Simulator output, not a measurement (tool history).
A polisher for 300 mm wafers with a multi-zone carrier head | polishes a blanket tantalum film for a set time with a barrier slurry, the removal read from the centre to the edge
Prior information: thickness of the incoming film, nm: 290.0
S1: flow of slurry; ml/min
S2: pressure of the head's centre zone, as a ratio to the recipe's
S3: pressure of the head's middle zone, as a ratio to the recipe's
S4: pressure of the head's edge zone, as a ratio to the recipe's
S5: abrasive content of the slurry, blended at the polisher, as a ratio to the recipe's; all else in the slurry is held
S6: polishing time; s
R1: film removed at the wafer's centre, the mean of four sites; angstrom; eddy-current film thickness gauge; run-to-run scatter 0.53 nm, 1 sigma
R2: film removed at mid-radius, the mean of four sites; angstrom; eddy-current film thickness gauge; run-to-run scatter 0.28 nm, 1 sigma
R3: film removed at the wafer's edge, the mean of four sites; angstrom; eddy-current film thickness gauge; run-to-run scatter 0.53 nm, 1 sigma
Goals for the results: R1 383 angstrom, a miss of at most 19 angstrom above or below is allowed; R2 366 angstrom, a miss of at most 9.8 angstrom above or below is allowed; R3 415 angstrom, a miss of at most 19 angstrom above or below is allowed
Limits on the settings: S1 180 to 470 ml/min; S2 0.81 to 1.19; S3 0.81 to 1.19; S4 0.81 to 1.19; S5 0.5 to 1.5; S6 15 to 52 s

run  hour   S1    S2    S3    S4    S5  S6      R1      R2      R3
  1     0  300     1     1     1     1  33  545.09  542.73  550.45
  2   5.8  300     1     1     1   1.1  33  581.21  549.51  583.06
  3     9  295     1  0.98  1.01  1.05  33  554.92  537.31  571.13
  4  10.8  295  0.97  0.98  1.01  1.05  33  549.34  540.37  569.55
  5  18.2  295  0.94  0.98  1.01  1.05  33  540.06  541.56   579.9
  6  24.7  295  0.94  0.98  1.01  0.85  33  502.57  515.04  539.43
  7  27.2  295  0.94  0.97  1.01   0.8  33  490.64   498.5  543.84
  8  31.8  295  0.94  0.97  1.01   0.8  33  493.93  495.37  537.22
  9  34.5  295  0.94  0.96     1  0.75  33  497.68  482.78  521.75
 10  40.2  295  0.93  0.95     1   0.7  33  466.66  469.12  518.74
 11  43.4  295  0.93  0.94  0.99   0.7  33  484.44  465.43  515.73
 12  51.7  295  0.92  0.94  0.98   0.7  33  470.82  467.98  504.56
 13  57.7  295  0.91  0.93  0.97   0.7  33   454.5  459.12  509.49
     64.1  -- slurry nozzle cleaned
 14  64.1  290  0.94  0.88  0.89   0.5  28  379.71  358.02  401.33

Next run, 5 choices. One meets every target within its allowed miss, the rest don't. Which?
  A  70.5  225  1.02  0.94  0.99  0.55  26   ?   ?   ?
  B  70.5  255  0.92  0.89  0.92  0.55  27   ?   ?   ?
  C  70.5  265  1.03  0.91  0.86  0.55  26   ?   ?   ?
  D  70.5  360  0.93  0.91  0.94  0.65  24   ?   ?   ?
  E  70.5  390  0.89  0.87  0.93   0.7  26   ?   ?   ?

move      R1      R2      R3
   A  386.88  344.75  377.08
   B  371.25  348.06   387.2
   C  399.82  342.84  366.14
   D  364.56  343.22  374.23
   E   389.8  368.41     415
A: misses by more than the last run did
B: misses by more than the last run did
C: misses by more than the last run did
D: misses by more than the last run did
E: every result lands within tolerance
The move that meets every target is E.
